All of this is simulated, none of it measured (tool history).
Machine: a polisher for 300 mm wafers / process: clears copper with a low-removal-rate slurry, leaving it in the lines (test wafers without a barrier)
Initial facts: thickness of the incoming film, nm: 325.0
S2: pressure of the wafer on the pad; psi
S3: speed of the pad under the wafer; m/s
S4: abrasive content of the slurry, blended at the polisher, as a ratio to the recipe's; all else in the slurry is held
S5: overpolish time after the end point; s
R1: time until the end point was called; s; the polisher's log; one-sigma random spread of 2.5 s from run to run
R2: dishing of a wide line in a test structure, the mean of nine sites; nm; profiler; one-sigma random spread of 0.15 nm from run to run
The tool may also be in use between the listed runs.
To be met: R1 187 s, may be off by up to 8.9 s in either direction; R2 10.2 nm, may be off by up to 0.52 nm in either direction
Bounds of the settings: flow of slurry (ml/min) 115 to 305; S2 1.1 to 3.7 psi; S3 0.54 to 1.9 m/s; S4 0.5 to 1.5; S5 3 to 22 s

Run 1, hour 0: flow of slurry (ml/min) 195, S2 2.4 psi, S3 1.22 m/s, S4 1, S5 11 s. Result: R1 107.49 s, R2 25.42 nm.
Run 2, hour 1.7: flow of slurry (ml/min) 195, S2 2.4 psi, S3 1.5 m/s, S4 1, S5 11 s. Result: R1 87.069 s, R2 30.474 nm.
Run 3, hour 8.5: flow of slurry (ml/min) 195, S2 2.2 psi, S3 1.4 m/s, S4 1, S5 10 s. Result: R1 103.57 s, R2 24.698 nm.
Run 4, hour 14.8: flow of slurry (ml/min) 195, S2 2 psi, S3 1.32 m/s, S4 1, S5 9 s. Result: R1 119.06 s, R2 19.24 nm.
Run 5, hour 19.5: flow of slurry (ml/min) 160, S2 2 psi, S3 1.32 m/s, S4 1, S5 9 s. Result: R1 124.31 s, R2 19.345 nm.
Run 6, hour 25.5: flow of slurry (ml/min) 195, S2 2 psi, S3 1.32 m/s, S4 1, S5 9 s. Result: R1 123.12 s, R2 19.492 nm.
Run 7, hour 29.5: flow of slurry (ml/min) 195, S2 1.9 psi, S3 1.3 m/s, S4 1, S5 8 s. Result: R1 125.75 s, R2 16.591 nm.
Run 8, hour 30.4: flow of slurry (ml/min) 195, S2 1.7 psi, S3 1.28 m/s, S4 1, S5 8 s. Result: R1 147.95 s, R2 14.507 nm.
Run 9, hour 31.9: flow of slurry (ml/min) 195, S2 1.7 psi, S3 1.28 m/s, S4 1, S5 8 s. Result: R1 141.53 s, R2 14.617 nm.
Run 10, hour 36.8: flow of slurry (ml/min) 195, S2 1.6 psi, S3 1.28 m/s, S4 1, S5 8 s. Result: R1 157.47 s, R2 14.036 nm.
Run 11, hour 44.2: flow of slurry (ml/min) 195, S2 1.5 psi, S3 1.28 m/s, S4 1, S5 8 s. Result: R1 162.46 s, R2 13.086 nm.
Run 12, hour 50.8: flow of slurry (ml/min) 195, S2 1.4 psi, S3 1.28 m/s, S4 1, S5 8 s. Result: R1 175.19 s, R2 12.267 nm.

Of the 4 settings listed for the next run, only one would bring every result within its allowed miss of target. Which one?
Run A, hour 57.4: flow of slurry (ml/min) 205, S2 1.5 psi, S3 0.96 m/s, S4 1.15, S5 8 s. Result: R1 ?, R2 ?.
Run B, hour 57.4: flow of slurry (ml/min) 205, S2 1.4 psi, S3 1.24 m/s, S4 0.8, S5 7 s. Result: R1 ?, R2 ?.
Run C, hour 57.4: flow of slurry (ml/min) 220, S2 1.1 psi, S3 1.62 m/s, S4 1, S5 7 s. Result: R1 ?, R2 ?.
Run D, hour 57.4: flow of slurry (ml/min) 165, S2 1.3 psi, S3 1.08 m/s, S4 1.35, S5 8 s. Result: R1 ?, R2 ?.

move      R1      R2
   A  209.93  10.448
   B  188.41  10.186
   C  172.69  11.015
   D  214.84  10.194
A: the furthest-off result lands on target, but another misses its tolerance
B: in spec on every target
C: better than the last run, though not everything is in spec
D: the furthest-off result lands on target, but another misses its tolerance
The move that meets every target is B.

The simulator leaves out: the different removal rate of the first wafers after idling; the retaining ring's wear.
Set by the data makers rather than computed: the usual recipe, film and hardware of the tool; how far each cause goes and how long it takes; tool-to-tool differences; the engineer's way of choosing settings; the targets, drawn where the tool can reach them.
